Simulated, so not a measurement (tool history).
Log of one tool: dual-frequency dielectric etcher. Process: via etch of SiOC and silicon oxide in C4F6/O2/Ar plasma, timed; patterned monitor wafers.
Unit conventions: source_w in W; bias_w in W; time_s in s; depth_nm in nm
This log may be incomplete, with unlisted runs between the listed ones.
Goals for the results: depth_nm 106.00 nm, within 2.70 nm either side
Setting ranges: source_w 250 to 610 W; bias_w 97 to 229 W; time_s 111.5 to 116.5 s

run,hour,source_w,bias_w,time_s,depth_nm
1,0.0,430,163,111.5,116.37
2,5.1,430,163,116.5,121.44
3,6.1,430,189,116.5,127.91
4,7.8,430,201,116.5,130.52
5,14.6,400,193,116.0,123.93
6,15.2,370,190,116.0,120.21
7,22.9,350,186,115.5,116.98
8,24.7,330,183,115.5,112.80
9,26.5,320,182,115.5,111.67
10,32.5,310,181,115.5,109.62

Next run, 4 choices. One meets every target within its allowed miss, the rest don't. Which?
A,38.5,380,178,114.5,?
B,38.5,300,175,113.5,?
C,38.5,330,196,113.0,?
D,38.5,300,189,116.5,?

move,depth_nm
A,117.05
B,104.84
C,112.65
D,110.40
A: its largest miss is bigger than the last run's
B: all results land within tolerance of their targets
C: its largest miss is bigger than the last run's
D: its largest miss is bigger than the last run's
B is the move that brings every result within its allowed miss.

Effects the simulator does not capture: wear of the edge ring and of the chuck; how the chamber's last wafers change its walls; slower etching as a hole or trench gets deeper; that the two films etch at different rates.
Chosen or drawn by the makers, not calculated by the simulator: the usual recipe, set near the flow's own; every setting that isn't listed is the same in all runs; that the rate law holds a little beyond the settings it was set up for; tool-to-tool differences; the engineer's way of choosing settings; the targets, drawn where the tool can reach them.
